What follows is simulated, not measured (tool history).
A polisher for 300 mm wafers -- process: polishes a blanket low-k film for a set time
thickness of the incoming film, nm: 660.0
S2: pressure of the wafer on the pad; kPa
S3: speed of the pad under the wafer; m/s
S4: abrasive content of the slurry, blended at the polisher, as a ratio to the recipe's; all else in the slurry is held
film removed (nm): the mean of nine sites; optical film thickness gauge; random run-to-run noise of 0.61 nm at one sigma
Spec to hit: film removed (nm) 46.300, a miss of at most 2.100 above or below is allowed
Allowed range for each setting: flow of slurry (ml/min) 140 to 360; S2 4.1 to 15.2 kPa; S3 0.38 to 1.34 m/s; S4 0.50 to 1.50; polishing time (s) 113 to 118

{"run": 1, "day": 0.0, "flow of slurry (ml/min)": 230, "S2": 9.7, "S3": 0.86, "S4": 1.0, "polishing time (s)": 113, "film removed (nm)": 28.86}
{"run": 2, "day": 0.075, "flow of slurry (ml/min)": 230, "S2": 9.7, "S3": 0.86, "S4": 1.0, "polishing time (s)": 113, "film removed (nm)": 29.261}
{"run": 3, "day": 0.254, "flow of slurry (ml/min)": 230, "S2": 10.3, "S3": 0.86, "S4": 1.0, "polishing time (s)": 113, "film removed (nm)": 31.421}
{"run": 4, "day": 0.325, "flow of slurry (ml/min)": 230, "S2": 10.3, "S3": 0.86, "S4": 0.8, "polishing time (s)": 113, "film removed (nm)": 27.302}
{"run": 5, "day": 0.55, "flow of slurry (ml/min)": 230, "S2": 10.3, "S3": 0.7, "S4": 0.8, "polishing time (s)": 113, "film removed (nm)": 24.302}
{"run": 6, "day": 0.575, "flow of slurry (ml/min)": 230, "S2": 11.0, "S3": 0.74, "S4": 0.8, "polishing time (s)": 113, "film removed (nm)": 26.868}
{"run": 7, "day": 0.596, "flow of slurry (ml/min)": 230, "S2": 11.7, "S3": 0.76, "S4": 0.8, "polishing time (s)": 113, "film removed (nm)": 27.846}
{"run": 8, "day": 0.629, "flow of slurry (ml/min)": 230, "S2": 12.4, "S3": 0.82, "S4": 0.8, "polishing time (s)": 113, "film removed (nm)": 31.122}
{"run": 9, "day": 0.971, "flow of slurry (ml/min)": 230, "S2": 13.1, "S3": 0.86, "S4": 0.8, "polishing time (s)": 113, "film removed (nm)": 34.842}
{"run": 10, "day": 1.083, "flow of slurry (ml/min)": 230, "S2": 13.8, "S3": 0.88, "S4": 0.8, "polishing time (s)": 113, "film removed (nm)": 36.353}
{"run": 11, "day": 1.138, "flow of slurry (ml/min)": 230, "S2": 13.8, "S3": 0.92, "S4": 0.8, "polishing time (s)": 113, "film removed (nm)": 37.629}
{"day": 1.488, "done": "worn pad replaced by a new one"}
{"run": 12, "day": 1.488, "flow of slurry (ml/min)": 230, "S2": 13.8, "S3": 0.94, "S4": 0.8, "polishing time (s)": 113, "film removed (nm)": 41.571}
{"run": 13, "day": 1.596, "flow of slurry (ml/min)": 230, "S2": 14.5, "S3": 0.94, "S4": 0.8, "polishing time (s)": 113, "film removed (nm)": 43.336}
{"run": 14, "day": 1.896, "flow of slurry (ml/min)": 230, "S2": 14.5, "S3": 0.94, "S4": 0.8, "polishing time (s)": 113, "film removed (nm)": 44.435}

Next run, 5 choices. One meets every target within its allowed miss, the rest don't. Which?
{"run": "A", "day": 2.196, "flow of slurry (ml/min)": 230, "S2": 15.2, "S3": 1.0, "S4": 0.8, "polishing time (s)": 113, "film removed (nm)": "?"}
{"run": "B", "day": 2.196, "flow of slurry (ml/min)": 245, "S2": 12.4, "S3": 0.98, "S4": 0.75, "polishing time (s)": 118, "film removed (nm)": "?"}
{"run": "C", "day": 2.196, "flow of slurry (ml/min)": 230, "S2": 13.1, "S3": 0.88, "S4": 0.85, "polishing time (s)": 114, "film removed (nm)": "?"}
{"run": "D", "day": 2.196, "flow of slurry (ml/min)": 185, "S2": 15.2, "S3": 1.0, "S4": 0.65, "polishing time (s)": 115, "film removed (nm)": "?"}
{"run": "E", "day": 2.196, "flow of slurry (ml/min)": 255, "S2": 14.5, "S3": 0.76, "S4": 0.95, "polishing time (s)": 114, "film removed (nm)": "?"}

move=A film_removed_(nm)=46.049
move=B film_removed_(nm)=37.609
move=C film_removed_(nm)=38.683
move=D film_removed_(nm)=39.203
move=E film_removed_(nm)=42.204
A: meets every target
B: lands further from the targets than the last run did
C: lands further from the targets than the last run did
D: lands further from the targets than the last run did
E: lands further from the targets than the last run did
A meets every target.
